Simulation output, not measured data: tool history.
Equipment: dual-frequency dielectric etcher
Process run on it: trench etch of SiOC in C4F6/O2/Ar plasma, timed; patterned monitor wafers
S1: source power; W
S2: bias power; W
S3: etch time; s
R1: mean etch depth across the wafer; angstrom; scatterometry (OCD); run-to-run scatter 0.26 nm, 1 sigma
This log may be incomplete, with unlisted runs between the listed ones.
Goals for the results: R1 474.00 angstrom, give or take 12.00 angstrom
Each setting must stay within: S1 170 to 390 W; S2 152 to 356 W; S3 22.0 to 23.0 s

| run | hour | S1 | S2 | S3 | R1 |
|---|---|---|---|---|---|
| 1 | 0.0 | 280 | 254 | 22.0 | 527.97 |
| 2 | 0.6 | 270 | 251 | 22.0 | 527.92 |
| 3 | 6.4 | 260 | 243 | 22.0 | 515.09 |
| 4 | 8.0 | 260 | 277 | 22.0 | 539.14 |
| 5 | 16.1 | 250 | 269 | 22.0 | 530.95 |
| 6 | 23.7 | 250 | 240 | 22.0 | 507.95 |
| 7 | 29.4 | 240 | 236 | 22.0 | 507.57 |
| 8 | 32.6 | 230 | 228 | 22.0 | 492.32 |
| 9 | 37.4 | 230 | 226 | 22.0 | 486.94 |
| 10 | 41.7 | 230 | 225 | 22.0 | 487.86 |
| 11 | 46.2 | 230 | 224 | 22.0 | 484.35 |
| 12 | 50.5 | 230 | 223 | 22.0 | 485.03 |
| 13 | 58.8 | 230 | 222 | 22.0 | 486.75 |

Exactly one of the 5 candidate moves below puts every result within its allowed miss. Which one?
| A | 67.1 | 300 | 199 | 22.5 | ? |
| B | 67.1 | 240 | 220 | 22.5 | ? |
| C | 67.1 | 240 | 227 | 22.5 | ? |
| D | 67.1 | 240 | 229 | 22.5 | ? |
| E | 67.1 | 200 | 223 | 22.0 | ? |

| move | R1 |
|---|---|
| A | 505.05 |
| B | 496.02 |
| C | 501.52 |
| D | 503.07 |
| E | 468.45 |
A: the biggest miss grows against the last run
B: the biggest miss grows against the last run
C: the biggest miss grows against the last run
D: the biggest miss grows against the last run
E: in spec on every target
Answer: E
